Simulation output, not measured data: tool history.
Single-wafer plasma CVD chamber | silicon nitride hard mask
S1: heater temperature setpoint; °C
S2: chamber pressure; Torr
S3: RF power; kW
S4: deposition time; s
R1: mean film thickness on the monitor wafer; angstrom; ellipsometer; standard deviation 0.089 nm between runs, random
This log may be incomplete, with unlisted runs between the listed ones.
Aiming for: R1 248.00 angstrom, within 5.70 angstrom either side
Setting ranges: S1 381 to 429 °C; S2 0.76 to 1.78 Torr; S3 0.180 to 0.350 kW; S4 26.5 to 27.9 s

run	hour	S1	S2	S3	S4	R1
1	0.0	405	1.27	0.265	27.9	270.94
2	0.6	405	1.46	0.265	27.9	283.73
3	8.0	405	1.46	0.265	27.9	285.49
4	12.2	405	1.65	0.265	27.9	295.70
5	14.0	415	1.65	0.265	27.9	295.59
6	21.7	415	1.49	0.255	27.8	277.58
7	26.6	415	1.39	0.250	27.8	267.71
8	34.1	415	1.32	0.245	27.8	258.06
9	38.2	415	1.28	0.245	27.8	256.67

Exercise: of the 5 proposed moves below, exactly one satisfies all targets within the stated allowed misses. Which move is it?
A	42.3	429	1.35	0.260	27.3	?
B	42.3	422	1.26	0.255	27.9	?
C	42.3	418	1.37	0.230	27.6	?
D	42.3	415	1.24	0.260	27.9	?
E	42.3	416	1.34	0.240	27.9	?

move	R1
A	265.15
B	261.36
C	248.42
D	264.11
E	256.89
A: lands further from the targets than the last run did
B: lands further from the targets than the last run did
C: every result within its allowed miss
D: lands further from the targets than the last run did
E: about the same distance from the targets as the last run
So the answer is move C, the one that meets all the targets.
